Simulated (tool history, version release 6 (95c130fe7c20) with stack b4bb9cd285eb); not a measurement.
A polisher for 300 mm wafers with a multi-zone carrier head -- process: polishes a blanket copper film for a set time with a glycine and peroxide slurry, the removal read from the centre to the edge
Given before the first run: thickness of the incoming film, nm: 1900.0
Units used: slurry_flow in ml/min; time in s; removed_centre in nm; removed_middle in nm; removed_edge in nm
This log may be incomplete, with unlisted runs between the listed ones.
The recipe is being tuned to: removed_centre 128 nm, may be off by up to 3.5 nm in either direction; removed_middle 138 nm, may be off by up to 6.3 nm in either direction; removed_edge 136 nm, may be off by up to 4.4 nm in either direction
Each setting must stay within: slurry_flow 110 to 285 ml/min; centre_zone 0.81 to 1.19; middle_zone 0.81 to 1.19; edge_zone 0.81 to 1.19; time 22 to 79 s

| run | hour | slurry_flow | centre_zone | middle_zone | edge_zone | time | removed_centre | removed_middle | removed_edge |
|---|---|---|---|---|---|---|---|---|---|
| 1 | 0 | 180 | 1 | 1 | 1 | 50 | 156.52 | 156.88 | 158.43 |
| 2 | 5.4 | 180 | 1 | 1 | 0.93 | 50 | 157.99 | 161.1 | 153.99 |
| 3 | 11.6 | 175 | 0.99 | 0.99 | 0.92 | 49 | 151.12 | 150.1 | 150.9 |
| 4 | 17.7 | 140 | 0.99 | 0.99 | 0.92 | 49 | 143.05 | 146.94 | 145.52 |
| 5 | 24.3 | 140 | 0.99 | 0.99 | 0.86 | 49 | 143.51 | 148.49 | 140.29 |
| 6 | 25.4 | 135 | 0.98 | 0.99 | 0.86 | 49 | 140.44 | 142.76 | 140.55 |
| 7 | 30.9 | 115 | 0.91 | 1.02 | 0.83 | 48 | 120.82 | 134.82 | 132.18 |
| 8 | 31.6 | 120 | 0.91 | 1.02 | 0.83 | 48 | 123.62 | 141.03 | 136.33 |
| 9 | 38.8 | 120 | 0.91 | 1.01 | 0.83 | 48 | 122.53 | 141.95 | 134.48 |

Below are 5 possible settings for the next run. Only one of them brings all results inside the allowed miss of their targets. Which is it?
| A | 46 | 120 | 0.93 | 0.98 | 0.84 | 49 | ? | ? | ? |
| B | 46 | 110 | 1.02 | 0.98 | 1.01 | 46 | ? | ? | ? |
| C | 46 | 110 | 0.95 | 0.89 | 1.06 | 49 | ? | ? | ? |
| D | 46 | 225 | 0.93 | 1.18 | 0.81 | 42 | ? | ? | ? |
| E | 46 | 150 | 0.89 | 1.05 | 0.81 | 48 | ? | ? | ? |

| move | removed_centre | removed_middle | removed_edge |
|---|---|---|---|
| A | 129.1 | 138.81 | 138.65 |
| B | 128.44 | 126.86 | 137.27 |
| C | 127.75 | 124.81 | 149.34 |
| D | 127.72 | 157.89 | 128.04 |
| E | 129.27 | 152.36 | 139.26 |
A: each result inside its tolerance
B: the worst result of the last run now meets its target, but another is out of spec
C: the worst result of the last run now meets its target, but another is out of spec
D: the worst result of the last run now meets its target, but another is out of spec
E: the worst result of the last run now meets its target, but another is out of spec
Answer: A
